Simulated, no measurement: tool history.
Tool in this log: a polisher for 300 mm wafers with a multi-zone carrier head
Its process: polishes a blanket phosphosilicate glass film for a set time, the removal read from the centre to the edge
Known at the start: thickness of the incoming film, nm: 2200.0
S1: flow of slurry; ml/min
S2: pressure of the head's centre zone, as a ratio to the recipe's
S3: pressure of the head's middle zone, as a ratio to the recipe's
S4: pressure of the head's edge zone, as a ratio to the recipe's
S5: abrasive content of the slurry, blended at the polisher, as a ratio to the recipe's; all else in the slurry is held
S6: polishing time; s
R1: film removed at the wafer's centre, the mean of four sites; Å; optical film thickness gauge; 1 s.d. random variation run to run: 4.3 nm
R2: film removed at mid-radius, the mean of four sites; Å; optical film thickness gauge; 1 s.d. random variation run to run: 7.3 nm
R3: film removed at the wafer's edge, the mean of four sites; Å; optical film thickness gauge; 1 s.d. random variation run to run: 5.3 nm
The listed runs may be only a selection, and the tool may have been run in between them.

{"run": 1, "hour": 0.0, "S1": 140, "S2": 1, "S3": 1, "S4": 1, "S5": 1, "S6": 51, "R1": 5724.6, "R2": 5912.5, "R3": 5829.7}
{"run": 2, "hour": 5.4, "S1": 140, "S2": 1.05, "S3": 1, "S4": 1, "S5": 1, "S6": 51, "R1": 6097.1, "R2": 6030, "R3": 5707.1}
{"run": 3, "hour": 10.5, "S1": 105, "S2": 1.05, "S3": 1, "S4": 1, "S5": 1, "S6": 51, "R1": 5679.1, "R2": 5736, "R3": 5700.2}
{"run": 4, "hour": 13.0, "S1": 105, "S2": 1, "S3": 1.02, "S4": 0.98, "S5": 0.9, "S6": 51, "R1": 5149.5, "R2": 5671.2, "R3": 5305.3}
{"run": 5, "hour": 19.6, "S1": 105, "S2": 1, "S3": 1.02, "S4": 0.98, "S5": 0.75, "S6": 51, "R1": 4871.2, "R2": 5148.4, "R3": 4988.6}
{"run": 6, "hour": 23.1, "S1": 100, "S2": 0.97, "S3": 1.03, "S4": 0.98, "S5": 0.75, "S6": 51, "R1": 4617, "R2": 5288.4, "R3": 4947.9}
{"run": 7, "hour": 28.6, "S1": 95, "S2": 0.95, "S3": 1.03, "S4": 0.98, "S5": 0.75, "S6": 51, "R1": 4457, "R2": 5121.9, "R3": 4836.4}
{"run": 8, "hour": 30.4, "S1": 90, "S2": 0.93, "S3": 1.04, "S4": 1, "S5": 0.75, "S6": 51, "R1": 4364.7, "R2": 5276.1, "R3": 4902.6}
{"run": 9, "hour": 35.3, "S1": 90, "S2": 0.92, "S3": 1.04, "S4": 1.01, "S5": 0.75, "S6": 51, "R1": 4288.4, "R2": 4998.7, "R3": 4879.8}

Forecast run 10:
{"run": 10, "hour": 35.8, "S1": 90, "S2": 0.91, "S3": 1.05, "S4": 1.01, "S5": 0.75, "S6": 51, "R1": "?", "R2": "?", "R3": "?"}

{"run 10": {"R1": 4174.3, "R2": 5189.5, "R3": 4894.6}}
